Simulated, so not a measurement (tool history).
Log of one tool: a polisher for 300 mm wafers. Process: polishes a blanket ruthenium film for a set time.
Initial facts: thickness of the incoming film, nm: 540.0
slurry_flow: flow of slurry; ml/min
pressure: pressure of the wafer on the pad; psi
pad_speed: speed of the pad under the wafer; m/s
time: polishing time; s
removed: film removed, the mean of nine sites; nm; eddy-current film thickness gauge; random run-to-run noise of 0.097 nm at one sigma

| run | hour | slurry_flow | pressure | pad_speed | time | removed |
|---|---|---|---|---|---|---|
| 1 | 0.0 | 165 | 1.9 | 1.06 | 23 | 21.3040 |
| 2 | 5.9 | 165 | 2.3 | 1.06 | 23 | 25.5740 |
| 3 | 13.6 | 165 | 2.3 | 1.06 | 23 | 25.2970 |
| 4 | 18.9 | 160 | 1.8 | 0.92 | 23 | 17.4220 |
| 5 | 23.6 | 160 | 2.2 | 0.92 | 23 | 21.2660 |
| 6 | 25.6 | 160 | 1.8 | 0.92 | 23 | 17.2730 |
| 7 | 26.9 | 155 | 1.5 | 0.86 | 23 | 13.7010 |
| 8 | 29.8 | 155 | 1.5 | 0.86 | 23 | 13.5580 |
| 9 | 38.6 | 150 | 1.3 | 0.84 | 23 | 11.5660 |
| 10 | 41.2 | 140 | 1.2 | 0.84 | 23 | 10.5600 |
| 11 | 46.2 | 130 | 1.2 | 0.84 | 23 | 10.3080 |
| 12 | 48.1 | 120 | 1.2 | 0.84 | 23 | 10.4260 |
| 13 | 51.3 | 115 | 1.1 | 0.84 | 23 | 9.5751 |

Estimate the outcome of run 14 from the log above:
| 14 | 51.9 | 110 | 1.1 | 0.84 | 23 | ? |

removed: 9.3671 nm
